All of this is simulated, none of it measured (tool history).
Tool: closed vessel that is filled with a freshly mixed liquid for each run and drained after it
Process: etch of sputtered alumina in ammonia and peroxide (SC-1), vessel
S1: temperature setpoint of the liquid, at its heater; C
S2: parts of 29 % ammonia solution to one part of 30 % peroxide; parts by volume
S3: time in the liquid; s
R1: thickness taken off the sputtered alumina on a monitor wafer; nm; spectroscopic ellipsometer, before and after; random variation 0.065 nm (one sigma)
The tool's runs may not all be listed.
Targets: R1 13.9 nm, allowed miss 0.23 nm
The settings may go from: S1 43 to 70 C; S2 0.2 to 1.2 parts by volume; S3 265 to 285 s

run 1 hour=0 | S1=59 S2=0.85 S3=265 | R1=17.376
run 2 hour=6.1 | S1=59 S2=0.85 S3=265 | R1=17.265
run 3 hour=15.4 | S1=58.5 S2=0.85 S3=265 | R1=16.578
run 4 hour=23.8 | S1=58.5 S2=0.85 S3=285 | R1=17.996
run 5 hour=29.1 | S1=58 S2=0.85 S3=285 | R1=17.563
run 6 hour=31.9 | S1=58 S2=0.85 S3=285 | R1=17.656
run 7 hour=33.1 | S1=57.5 S2=0.85 S3=285 | R1=17.213
run 8 hour=41.5 | S1=52.5 S2=0.85 S3=285 | R1=13.129
run 9 hour=47.3 | S1=53 S2=0.85 S3=285 | R1=13.53
run 10 hour=56.1 | S1=53 S2=0.85 S3=285 | R1=13.484

Which of these 5 next moves meets every target?
run A hour=64.9 | S1=54.5 S2=0.8 S3=265 | R1=?
run B hour=64.9 | S1=55.5 S2=0.45 S3=265 | R1=?
run C hour=64.9 | S1=54 S2=0.95 S3=285 | R1=?
run D hour=64.9 | S1=54 S2=0.65 S3=265 | R1=?
run E hour=64.9 | S1=53 S2=1.1 S3=285 | R1=?

move=A R1=13.502
move=B R1=13.484
move=C R1=14.371
move=D R1=12.891
move=E R1=13.811
A: as far off as the last run
B: as far off as the last run
C: takes the result that was furthest off past its target
D: further off than the last run
E: meets every target
Answer: E
